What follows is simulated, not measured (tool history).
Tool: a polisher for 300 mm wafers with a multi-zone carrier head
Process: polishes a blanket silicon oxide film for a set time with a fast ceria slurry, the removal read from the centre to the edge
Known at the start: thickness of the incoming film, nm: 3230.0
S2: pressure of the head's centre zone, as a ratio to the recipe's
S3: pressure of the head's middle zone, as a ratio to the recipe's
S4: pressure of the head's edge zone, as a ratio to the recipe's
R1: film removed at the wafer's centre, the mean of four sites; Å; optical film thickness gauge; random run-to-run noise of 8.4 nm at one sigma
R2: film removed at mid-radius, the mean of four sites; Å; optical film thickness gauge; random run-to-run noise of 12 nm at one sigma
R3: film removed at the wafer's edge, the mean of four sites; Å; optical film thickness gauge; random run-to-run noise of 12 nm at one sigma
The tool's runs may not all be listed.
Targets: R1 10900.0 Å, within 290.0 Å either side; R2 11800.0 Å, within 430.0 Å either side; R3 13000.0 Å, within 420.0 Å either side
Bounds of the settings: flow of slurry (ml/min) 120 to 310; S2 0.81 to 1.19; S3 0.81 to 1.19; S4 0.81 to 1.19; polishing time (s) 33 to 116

Run 1, day 0.000: flow of slurry (ml/min) 200, S2 1.00, S3 1.00, S4 1.00, polishing time (s) 74. Result: R1 9277.0 Å, R2 9529.2 Å, R3 9273.6 Å.
Run 2, day 0.088: flow of slurry (ml/min) 220, S2 1.00, S3 1.00, S4 1.00, polishing time (s) 74. Result: R1 9445.7 Å, R2 9534.1 Å, R3 9341.7 Å.
Run 3, day 0.325: flow of slurry (ml/min) 220, S2 1.00, S3 1.00, S4 1.07, polishing time (s) 74. Result: R1 9550.7 Å, R2 9491.6 Å, R3 9767.5 Å.
Run 4, day 0.658: flow of slurry (ml/min) 260, S2 1.00, S3 1.00, S4 1.07, polishing time (s) 74. Result: R1 9705.5 Å, R2 9831.1 Å, R3 9702.4 Å.
Run 5, day 1.000: flow of slurry (ml/min) 260, S2 1.00, S3 1.06, S4 1.07, polishing time (s) 74. Result: R1 9582.8 Å, R2 10434.0 Å, R3 9906.5 Å.
Run 6, day 1.042: flow of slurry (ml/min) 245, S2 0.99, S3 1.06, S4 1.09, polishing time (s) 76. Result: R1 9872.1 Å, R2 10370.0 Å, R3 10145.0 Å.
Run 7, day 1.067: flow of slurry (ml/min) 235, S2 0.97, S3 1.06, S4 1.10, polishing time (s) 78. Result: R1 9798.9 Å, R2 10759.0 Å, R3 10398.0 Å.
Run 8, day 1.254: flow of slurry (ml/min) 225, S2 0.96, S3 1.05, S4 1.11, polishing time (s) 80. Result: R1 9948.1 Å, R2 10924.0 Å, R3 10711.0 Å.
Run 9, day 1.538: flow of slurry (ml/min) 215, S2 0.95, S3 1.04, S4 1.12, polishing time (s) 82. Result: R1 10088.0 Å, R2 10898.0 Å, R3 11035.0 Å.
Run 10, day 1.700: flow of slurry (ml/min) 210, S2 0.94, S3 1.04, S4 1.13, polishing time (s) 83. Result: R1 9879.9 Å, R2 10859.0 Å, R3 10901.0 Å.
Run 11, day 2.000: flow of slurry (ml/min) 200, S2 0.93, S3 1.03, S4 1.14, polishing time (s) 85. Result: R1 10027.0 Å, R2 11240.0 Å, R3 11318.0 Å.
Run 12, day 2.179: flow of slurry (ml/min) 200, S2 0.93, S3 1.02, S4 1.15, polishing time (s) 86. Result: R1 10194.0 Å, R2 11178.0 Å, R3 11671.0 Å.

Exactly one of the 5 candidate moves below puts every result within its allowed miss. Which one?
Run A, day 2.358: flow of slurry (ml/min) 165, S2 0.82, S3 0.81, S4 1.19, polishing time (s) 104. Result: R1 ?, R2 ?, R3 ?.
Run B, day 2.358: flow of slurry (ml/min) 200, S2 0.97, S3 1.14, S4 1.00, polishing time (s) 81. Result: R1 ?, R2 ?, R3 ?.
Run C, day 2.358: flow of slurry (ml/min) 235, S2 0.89, S3 1.09, S4 1.08, polishing time (s) 79. Result: R1 ?, R2 ?, R3 ?.
Run D, day 2.358: flow of slurry (ml/min) 260, S2 1.05, S3 1.19, S4 1.01, polishing time (s) 78. Result: R1 ?, R2 ?, R3 ?.
Run E, day 2.358: flow of slurry (ml/min) 180, S2 0.92, S3 0.98, S4 1.19, polishing time (s) 95. Result: R1 ?, R2 ?, R3 ?.

move       R1       R2       R3
   A  10520.0  10787.0  14078.0
   B   9944.8  11553.0  10240.0
   C   9181.3  11091.0  10555.0
   D  10720.0  11947.0  10163.0
   E  10885.0  11712.0  12976.0
A: takes the result that was furthest off past its target
B: further off than the last run
C: further off than the last run
D: further off than the last run
E: each result inside its tolerance
E meets every target.
